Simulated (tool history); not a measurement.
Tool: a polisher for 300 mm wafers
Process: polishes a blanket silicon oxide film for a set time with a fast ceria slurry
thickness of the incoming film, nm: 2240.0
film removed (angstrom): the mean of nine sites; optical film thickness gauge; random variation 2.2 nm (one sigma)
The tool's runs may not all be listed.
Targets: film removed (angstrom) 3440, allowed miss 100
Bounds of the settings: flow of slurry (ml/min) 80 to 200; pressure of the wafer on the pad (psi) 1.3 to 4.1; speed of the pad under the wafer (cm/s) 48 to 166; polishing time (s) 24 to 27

run,hour,flow of slurry (ml/min),pressure of the wafer on the pad (psi),speed of the pad under the wafer (cm/s),polishing time (s),film removed (angstrom)
1,0,130,2.7,106,27,4589.4
2,8.3,130,2.7,106,27,4666.8
3,17.3,125,2.6,106,27,4439.6
4,22.7,100,2.6,106,27,4181.1
5,27.2,100,2.6,106,27,4216.7
6,32.8,100,2.5,106,27,4084.2
7,37.9,90,2,106,27,3195.7
8,45.2,95,2,106,27,3212.8
9,54,100,2,106,27,3271.4
10,59.6,120,2.1,106,27,3593.4

Which of these 5 next moves meets every target?
A,65.2,145,1.4,134,27,?
B,65.2,100,1.7,140,27,?
C,65.2,100,1.9,112,27,?
D,65.2,120,2.4,102,26,?
E,65.2,135,2,116,24,?

move,film removed (angstrom)
A,3195.9
B,3673.9
C,3287.4
D,3795.8
E,3417.8
A: takes the result that was furthest off past its target
B: further off than the last run
C: takes the result that was furthest off past its target
D: further off than the last run
E: meets every target
Move E is the one to make.
